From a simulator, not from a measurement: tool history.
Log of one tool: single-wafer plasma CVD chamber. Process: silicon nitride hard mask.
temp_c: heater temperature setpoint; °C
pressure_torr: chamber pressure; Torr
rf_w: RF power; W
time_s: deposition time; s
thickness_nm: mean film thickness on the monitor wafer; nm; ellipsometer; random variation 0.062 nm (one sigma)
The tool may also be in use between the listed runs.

run,hour,temp_c,pressure_torr,rf_w,time_s,thickness_nm
1,0,400,1.27,350,25.7,31.035
2,3.9,400,1.16,350,25.7,29.85
3,8.5,407,1.16,350,25.7,29.868
4,16.8,400,1.16,350,25.7,29.917
5,22.8,400,1.16,350,26.5,30.879
6,27.9,400,1.16,350,25.7,30.026
7,31.1,400,1.16,350,25.7,29.962

The next listed run, before its measurement:
8,37.5,401,0.91,295,25.7,?

Run 8 gave thickness_nm 23.169 nm.

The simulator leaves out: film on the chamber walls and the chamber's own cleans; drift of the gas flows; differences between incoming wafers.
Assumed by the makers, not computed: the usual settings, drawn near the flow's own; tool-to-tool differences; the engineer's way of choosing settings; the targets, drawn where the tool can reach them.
